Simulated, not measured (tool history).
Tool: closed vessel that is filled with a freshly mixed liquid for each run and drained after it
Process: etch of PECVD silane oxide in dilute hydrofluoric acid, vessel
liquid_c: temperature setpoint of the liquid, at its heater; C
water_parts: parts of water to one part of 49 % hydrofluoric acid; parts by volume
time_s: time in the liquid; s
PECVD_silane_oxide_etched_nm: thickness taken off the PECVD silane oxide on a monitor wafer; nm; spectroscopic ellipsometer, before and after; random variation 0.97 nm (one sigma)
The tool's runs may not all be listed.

run,hour,liquid_c,water_parts,time_s,PECVD_silane_oxide_etched_nm
1,0.0,24.0,70,195,41.633
2,8.9,24.0,60,195,48.550
3,16.9,25.0,55,195,55.934
4,21.4,25.0,40,195,77.051
5,23.6,25.0,25,195,127.000
6,28.0,22.5,25,195,115.650
7,35.4,22.0,25,195,113.100

Run 8 comes next. What will it give?
8,36.9,21.5,25,195,?

PECVD_silane_oxide_etched_nm: 111.450 nm
